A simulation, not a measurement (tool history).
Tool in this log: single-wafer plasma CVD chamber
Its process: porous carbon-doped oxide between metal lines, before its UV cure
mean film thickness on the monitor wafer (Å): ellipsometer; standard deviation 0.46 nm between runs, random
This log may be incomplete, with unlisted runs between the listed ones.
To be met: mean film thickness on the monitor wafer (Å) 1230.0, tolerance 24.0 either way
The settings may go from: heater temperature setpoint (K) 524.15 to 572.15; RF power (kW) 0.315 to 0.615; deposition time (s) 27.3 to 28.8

run,hour,heater temperature setpoint (K),RF power (kW),deposition time (s),mean film thickness on the monitor wafer (Å)
1,0.0,548.15,0.465,28.8,1715.4
2,3.7,552.15,0.445,28.7,1597.9
3,7.8,555.15,0.435,28.6,1518.7
4,14.6,555.15,0.385,28.6,1324.5
5,15.9,557.15,0.385,28.6,1316.4
6,18.3,557.15,0.345,28.6,1145.5
7,25.7,555.15,0.345,28.6,1158.8
8,28.2,553.15,0.345,28.6,1186.5
9,30.3,552.15,0.345,28.6,1183.5
10,35.7,551.15,0.345,28.6,1197.6
11,44.2,550.15,0.345,28.6,1203.5
12,51.2,550.15,0.345,28.6,1207.4

Which single option among these 4 for the next run brings every result within its allowed miss of target? Just one does.
A,58.2,528.15,0.315,27.4,?
B,58.2,549.15,0.350,28.3,?
C,58.2,549.15,0.335,28.8,?
D,58.2,550.15,0.350,27.4,?

move,mean film thickness on the monitor wafer (Å)
A,1191.4
B,1216.3
C,1170.6
D,1171.0
A: further off than the last run
B: all results land within tolerance of their targets
C: further off than the last run
D: further off than the last run
Go with B: it meets all targets.
